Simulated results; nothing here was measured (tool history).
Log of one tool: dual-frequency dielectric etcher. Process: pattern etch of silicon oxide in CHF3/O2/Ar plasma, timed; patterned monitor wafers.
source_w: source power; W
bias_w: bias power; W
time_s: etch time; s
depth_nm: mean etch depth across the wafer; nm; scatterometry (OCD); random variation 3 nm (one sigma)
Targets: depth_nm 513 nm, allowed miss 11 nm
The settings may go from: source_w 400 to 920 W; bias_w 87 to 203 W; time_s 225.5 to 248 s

{"run": 1, "hour": 0.0, "source_w": 660, "bias_w": 145, "time_s": 248, "depth_nm": 433.43}
{"run": 2, "hour": 8.4, "source_w": 660, "bias_w": 128, "time_s": 248, "depth_nm": 416.26}
{"run": 3, "hour": 13.1, "source_w": 560, "bias_w": 128, "time_s": 248, "depth_nm": 388.02}
{"run": 4, "hour": 19.7, "source_w": 560, "bias_w": 118, "time_s": 248, "depth_nm": 379.23}
{"run": 5, "hour": 24.8, "source_w": 590, "bias_w": 121, "time_s": 248, "depth_nm": 382.19}
{"run": 6, "hour": 26.0, "source_w": 500, "bias_w": 121, "time_s": 248, "depth_nm": 360.37}
{"run": 7, "hour": 34.3, "source_w": 540, "bias_w": 123, "time_s": 248, "depth_nm": 374.91}
{"run": 8, "hour": 40.0, "source_w": 580, "bias_w": 125, "time_s": 248, "depth_nm": 386.11}
{"run": 9, "hour": 43.7, "source_w": 610, "bias_w": 127, "time_s": 248, "depth_nm": 401.67}
{"run": 10, "hour": 46.0, "source_w": 640, "bias_w": 128, "time_s": 248, "depth_nm": 410.96}
{"run": 11, "hour": 54.0, "source_w": 670, "bias_w": 129, "time_s": 248, "depth_nm": 420.48}
{"run": 12, "hour": 56.0, "source_w": 690, "bias_w": 130, "time_s": 248, "depth_nm": 422.66}
{"run": 13, "hour": 57.9, "source_w": 710, "bias_w": 132, "time_s": 248, "depth_nm": 430.46}
{"run": 14, "hour": 62.5, "source_w": 730, "bias_w": 134, "time_s": 248, "depth_nm": 443.05}

Which of these 4 next moves meets every target?
{"run": "A", "hour": 67.1, "source_w": 740, "bias_w": 173, "time_s": 248, "depth_nm": "?"}
{"run": "B", "hour": 67.1, "source_w": 700, "bias_w": 140, "time_s": 230, "depth_nm": "?"}
{"run": "C", "hour": 67.1, "source_w": 920, "bias_w": 158, "time_s": 248, "depth_nm": "?"}
{"run": "D", "hour": 67.1, "source_w": 700, "bias_w": 138, "time_s": 230.5, "depth_nm": "?"}

move=A depth_nm=487.1
move=B depth_nm=409.92
move=C depth_nm=519.54
move=D depth_nm=408.83
A: nearer than the last run, and not there yet
B: further off than the last run
C: meets every target
D: further off than the last run
Answer: C

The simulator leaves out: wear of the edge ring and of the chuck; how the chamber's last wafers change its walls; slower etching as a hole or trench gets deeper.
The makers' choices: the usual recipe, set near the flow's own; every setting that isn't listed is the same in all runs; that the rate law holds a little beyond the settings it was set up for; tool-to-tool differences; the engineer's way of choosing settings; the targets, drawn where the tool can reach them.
